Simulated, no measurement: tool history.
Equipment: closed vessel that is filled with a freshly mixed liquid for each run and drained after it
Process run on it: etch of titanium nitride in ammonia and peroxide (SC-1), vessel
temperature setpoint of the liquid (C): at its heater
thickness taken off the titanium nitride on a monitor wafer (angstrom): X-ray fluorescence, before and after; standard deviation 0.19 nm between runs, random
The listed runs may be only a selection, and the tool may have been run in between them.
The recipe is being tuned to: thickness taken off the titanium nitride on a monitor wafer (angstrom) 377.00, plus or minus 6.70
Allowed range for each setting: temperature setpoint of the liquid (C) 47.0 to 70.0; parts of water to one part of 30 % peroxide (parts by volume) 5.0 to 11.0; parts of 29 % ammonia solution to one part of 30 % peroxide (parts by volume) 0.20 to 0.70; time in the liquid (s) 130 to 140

run	day	temperature setpoint of the liquid (C)	parts of water to one part of 30 % peroxide (parts by volume)	parts of 29 % ammonia solution to one part of 30 % peroxide (parts by volume)	time in the liquid (s)	thickness taken off the titanium nitride on a monitor wafer (angstrom)
1	0.000	63.0	6.0	0.40	130	233.88
2	0.117	63.5	6.0	0.40	130	240.12
3	0.396	64.0	6.0	0.40	130	248.54
4	0.692	64.0	7.0	0.40	130	229.58
5	0.929	64.0	7.0	0.40	130	229.29
6	0.967	64.0	8.0	0.40	130	214.94
7	1.142	64.5	8.0	0.40	130	222.69
8	1.400	65.0	8.0	0.40	130	229.07
9	1.496	65.5	8.0	0.40	130	235.25
10	1.567	66.0	7.5	0.40	130	255.56
11	1.888	66.5	7.5	0.40	130	260.62
12	2.233	67.0	7.5	0.40	130	268.43
13	2.417	67.5	7.5	0.40	130	280.47

5 candidate next runs follow, results not yet known. Just one meets every target within its allowed miss. Identify it.
A	2.600	69.5	6.5	0.65	140	?
B	2.600	70.0	5.5	0.35	140	?
C	2.600	68.0	5.0	0.30	140	?
D	2.600	70.0	7.5	0.45	140	?
E	2.600	70.0	6.5	0.40	140	?

move	thickness taken off the titanium nitride on a monitor wafer (angstrom)
A	394.16
B	398.67
C	358.96
D	357.08
E	375.88
A: pushes the last run's worst result past its target
B: pushes the last run's worst result past its target
C: moves toward the targets from the last run without getting all of them in spec
D: moves toward the targets from the last run without getting all of them in spec
E: hits every target within its allowed miss
Move E is the one to make.

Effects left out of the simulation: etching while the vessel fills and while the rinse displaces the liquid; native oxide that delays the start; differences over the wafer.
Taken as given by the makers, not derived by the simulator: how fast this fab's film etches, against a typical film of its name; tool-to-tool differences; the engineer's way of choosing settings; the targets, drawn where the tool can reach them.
